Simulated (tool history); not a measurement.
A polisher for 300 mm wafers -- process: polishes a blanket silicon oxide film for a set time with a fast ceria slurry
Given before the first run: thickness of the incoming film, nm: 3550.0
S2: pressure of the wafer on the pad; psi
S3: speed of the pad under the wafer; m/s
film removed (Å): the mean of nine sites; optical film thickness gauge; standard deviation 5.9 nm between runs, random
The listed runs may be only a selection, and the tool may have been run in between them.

Run 1, hour 0.0: flow of slurry (ml/min) 140, S2 2.7 psi, S3 0.96 m/s, polishing time (s) 56. Result: film removed (Å) 8076.5.
Run 2, hour 3.3: flow of slurry (ml/min) 135, S2 2.4 psi, S3 0.96 m/s, polishing time (s) 56. Result: film removed (Å) 7137.3.
Run 3, hour 4.3: flow of slurry (ml/min) 165, S2 2.4 psi, S3 0.96 m/s, polishing time (s) 56. Result: film removed (Å) 7590.9.
Run 4, hour 5.2: flow of slurry (ml/min) 165, S2 2.4 psi, S3 1.10 m/s, polishing time (s) 56. Result: film removed (Å) 8311.3.
Run 5, hour 9.4: flow of slurry (ml/min) 165, S2 2.4 psi, S3 1.20 m/s, polishing time (s) 56. Result: film removed (Å) 8797.0.
Run 6, hour 14.8: flow of slurry (ml/min) 165, S2 2.4 psi, S3 1.20 m/s, polishing time (s) 59. Result: film removed (Å) 9094.8.
Run 7, hour 20.3: flow of slurry (ml/min) 155, S2 2.0 psi, S3 1.16 m/s, polishing time (s) 59. Result: film removed (Å) 7630.8.
Run 8, hour 24.1: flow of slurry (ml/min) 145, S2 1.8 psi, S3 1.14 m/s, polishing time (s) 59. Result: film removed (Å) 6845.8.
Run 9, hour 25.9: flow of slurry (ml/min) 140, S2 1.6 psi, S3 1.12 m/s, polishing time (s) 59. Result: film removed (Å) 6030.8.

Expected results for the next run?
Run 10, hour 26.8: flow of slurry (ml/min) 115, S2 1.3 psi, S3 1.12 m/s, polishing time (s) 59. Result: film removed (Å) ?.

Run 10 gave film removed (Å) 4754.3.
